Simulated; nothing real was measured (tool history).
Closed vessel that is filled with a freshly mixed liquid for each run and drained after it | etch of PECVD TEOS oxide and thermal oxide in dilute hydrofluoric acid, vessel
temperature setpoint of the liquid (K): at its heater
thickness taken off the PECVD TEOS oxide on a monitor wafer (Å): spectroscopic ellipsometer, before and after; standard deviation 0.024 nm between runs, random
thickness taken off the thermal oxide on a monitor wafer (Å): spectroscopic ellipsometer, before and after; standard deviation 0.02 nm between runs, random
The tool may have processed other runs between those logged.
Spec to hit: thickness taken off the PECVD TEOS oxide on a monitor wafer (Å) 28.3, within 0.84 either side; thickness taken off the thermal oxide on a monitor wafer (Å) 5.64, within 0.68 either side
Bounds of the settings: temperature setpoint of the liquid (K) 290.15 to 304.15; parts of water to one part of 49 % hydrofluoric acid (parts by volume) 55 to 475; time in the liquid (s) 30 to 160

| run | hour | temperature setpoint of the liquid (K) | parts of water to one part of 49 % hydrofluoric acid (parts by volume) | time in the liquid (s) | thickness taken off the PECVD TEOS oxide on a monitor wafer (Å) | thickness taken off the thermal oxide on a monitor wafer (Å) |
|---|---|---|---|---|---|---|
| 1 | 0 | 296.15 | 265 | 80 | 56.992 | 10.865 |
| 2 | 5.2 | 296.15 | 265 | 95 | 67.29 | 13.463 |
| 3 | 9 | 296.15 | 265 | 60 | 43.046 | 8.016 |
| 4 | 13.3 | 294.65 | 280 | 60 | 38.057 | 7.7383 |
| 5 | 15.8 | 294.65 | 295 | 60 | 35.88 | 7.0567 |
| 6 | 17.3 | 294.15 | 305 | 60 | 32.949 | 6.9196 |
| 7 | 18.8 | 294.65 | 315 | 60 | 32.636 | 6.4627 |
| 8 | 21.5 | 294.65 | 320 | 60 | 32.484 | 6.3686 |
| 9 | 29.8 | 294.15 | 325 | 60 | 30.714 | 5.8301 |
| 10 | 34.8 | 293.65 | 325 | 60 | 30.193 | 5.8998 |
| 11 | 42.6 | 293.15 | 325 | 60 | 29.445 | 5.6593 |
| 12 | 43.6 | 292.65 | 325 | 60 | 29.578 | 5.6411 |

4 candidate next runs follow, results not yet known. Just one meets every target within its allowed miss. Identify it.
| A | 44.6 | 291.15 | 415 | 90 | ? | ? |
| B | 44.6 | 295.65 | 340 | 55 | ? | ? |
| C | 44.6 | 290.15 | 285 | 60 | ? | ? |
| D | 44.6 | 290.15 | 345 | 65 | ? | ? |

| move | thickness taken off the PECVD TEOS oxide on a monitor wafer (Å) | thickness taken off the thermal oxide on a monitor wafer (Å) |
|---|---|---|
| A | 29.764 | 6.1895 |
| B | 27.661 | 5.7521 |
| C | 31.061 | 6.4592 |
| D | 26.419 | 5.4938 |
A: misses by more than the last run did
B: all results in spec
C: misses by more than the last run did
D: the result that was furthest off in the last run now lies on the other side of its target
So the answer is move B, the one that meets all the targets.

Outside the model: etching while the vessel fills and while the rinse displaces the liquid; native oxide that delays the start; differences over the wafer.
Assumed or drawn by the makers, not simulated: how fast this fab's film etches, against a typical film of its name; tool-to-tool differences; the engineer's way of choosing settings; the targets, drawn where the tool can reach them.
